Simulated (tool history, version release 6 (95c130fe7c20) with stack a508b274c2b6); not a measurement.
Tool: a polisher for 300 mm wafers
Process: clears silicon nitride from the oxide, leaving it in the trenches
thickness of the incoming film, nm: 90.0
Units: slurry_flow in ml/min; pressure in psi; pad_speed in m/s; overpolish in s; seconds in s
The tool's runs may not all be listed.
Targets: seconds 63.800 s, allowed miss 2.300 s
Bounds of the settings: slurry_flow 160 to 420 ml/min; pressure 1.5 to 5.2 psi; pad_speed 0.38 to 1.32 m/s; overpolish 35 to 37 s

run	day	slurry_flow	pressure	pad_speed	overpolish	seconds
1	0.000	270	3.3	0.84	35	100.620
2	0.275	270	3.6	0.84	35	93.282
3	0.554	270	3.6	0.94	35	87.268
4	0.721	270	3.8	0.94	35	81.114
5	0.833	270	4.0	0.94	35	77.084
6	1.083	270	4.0	0.74	35	93.940
7	1.217	270	4.3	0.76	35	85.964
8	1.350	270	4.5	0.78	35	78.151
9	1.500	270	4.6	0.78	35	77.283
10	1.692	270	4.7	0.78	35	76.826
11	1.883	270	4.8	0.80	35	74.129
# day 2.183: head pressure recalibrated
12	2.183	270	4.9	0.82	35	75.592
13	2.208	275	5.0	0.86	35	70.711
14	2.262	275	5.0	0.88	35	68.846
15	2.312	275	5.0	0.90	35	67.277

4 next moves are on the table. One of them brings every result within its allowed miss. Which?
A	2.362	290	5.2	0.74	37	?
B	2.362	305	4.2	1.04	37	?
C	2.362	295	4.3	1.08	35	?
D	2.362	255	5.1	0.96	35	?

move	seconds
A	76.959
B	72.125
C	68.475
D	64.438
A: further off than the last run
B: further off than the last run
C: further off than the last run
D: meets every target
Move D is the one to make.
